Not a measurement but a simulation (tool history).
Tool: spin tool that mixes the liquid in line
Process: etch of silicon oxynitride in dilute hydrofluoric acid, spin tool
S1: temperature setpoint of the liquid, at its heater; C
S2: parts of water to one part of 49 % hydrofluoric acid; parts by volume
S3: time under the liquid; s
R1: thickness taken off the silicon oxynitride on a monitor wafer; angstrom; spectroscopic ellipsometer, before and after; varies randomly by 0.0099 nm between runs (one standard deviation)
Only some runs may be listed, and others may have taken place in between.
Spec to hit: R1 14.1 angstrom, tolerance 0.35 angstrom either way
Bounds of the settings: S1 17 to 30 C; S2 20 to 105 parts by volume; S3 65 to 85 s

run 1 hour=0 | S1=22 S2=55 S3=85 | R1=23.685
run 2 hour=8.3 | S1=22 S2=55 S3=65 | R1=18.248
run 3 hour=13.7 | S1=21 S2=55 S3=65 | R1=17.174
run 4 hour=21.2 | S1=22.5 S2=55 S3=65 | R1=18.453
run 5 hour=24.1 | S1=21 S2=55 S3=65 | R1=17.202
run 6 hour=27.5 | S1=21 S2=45 S3=65 | R1=21.431
run 7 hour=33.7 | S1=21 S2=45 S3=65 | R1=21.129
run 8 hour=35.3 | S1=20 S2=45 S3=65 | R1=20.48
run 9 hour=43.4 | S1=19.5 S2=50 S3=65 | R1=17.536

Of the 4 settings listed for the next run, only one would bring every result within its allowed miss of target. Which one?
run A hour=51.5 | S1=19 S2=65 S3=65 | R1=?
run B hour=51.5 | S1=17.5 S2=60 S3=65 | R1=?
run C hour=51.5 | S1=20.5 S2=65 S3=65 | R1=?
run D hour=51.5 | S1=17 S2=70 S3=80 | R1=?

move=A R1=13.015
move=B R1=13.112
move=C R1=14.028
move=D R1=13.397
A: moves the result that the last run missed by most past its target, out the other side
B: moves the result that the last run missed by most past its target, out the other side
C: all results in spec
D: moves the result that the last run missed by most past its target, out the other side
C meets every target.

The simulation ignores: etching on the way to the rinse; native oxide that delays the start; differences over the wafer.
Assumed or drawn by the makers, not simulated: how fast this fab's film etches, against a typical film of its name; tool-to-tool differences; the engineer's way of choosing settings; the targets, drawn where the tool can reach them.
